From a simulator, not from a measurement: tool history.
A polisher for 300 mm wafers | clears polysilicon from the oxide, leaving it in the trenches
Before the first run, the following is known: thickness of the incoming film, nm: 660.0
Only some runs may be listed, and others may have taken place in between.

run,day,flow of slurry (ml/min),pressure of the wafer on the pad (kPa),speed of the pad under the wafer (m/s),overpolish time after the end point (s),time until the end point was called (s),dishing of a wide line in a test structure (Å)
1,0.000,125,14.5,0.98,12,71.390,436.44
2,0.358,130,15.2,0.98,12,68.166,436.42
3,0.517,130,15.2,1.14,12,58.877,459.20
4,0.596,130,15.2,1.14,7,59.721,382.33
5,0.929,130,15.2,1.14,8,58.928,404.62
6,1.042,130,17.9,1.14,8,50.703,429.80

Run 7 has not been measured yet. What should we expect?
7,1.146,125,17.9,1.14,9,?,?

time until the end point was called (s): 50.767
dishing of a wide line in a test structure (Å): 431.97
